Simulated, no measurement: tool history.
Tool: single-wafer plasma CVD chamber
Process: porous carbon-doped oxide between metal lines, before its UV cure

run    day  heater temperature setpoint (deg C)  RF power (kW)  deposition time (s)  mean film thickness on the monitor wafer (nm)
  1  0.000                                  275          0.465                 28.8                                         171.54
  2  0.154                                  279          0.445                 28.7                                         159.79
  3  0.325                                  282          0.435                 28.6                                         151.87
  4  0.608                                  282          0.385                 28.6                                         132.45
  5  0.662                                  284          0.385                 28.6                                         131.64
  6  0.762                                  284          0.345                 28.6                                         114.55
  7  1.071                                  282          0.345                 28.6                                         115.88
  8  1.175                                  280          0.345                 28.6                                         118.65

Forecast run 9:
  9  1.262                                  279          0.345                 28.6                                              ?

Run 9 gave mean film thickness on the monitor wafer (nm) 118.35.
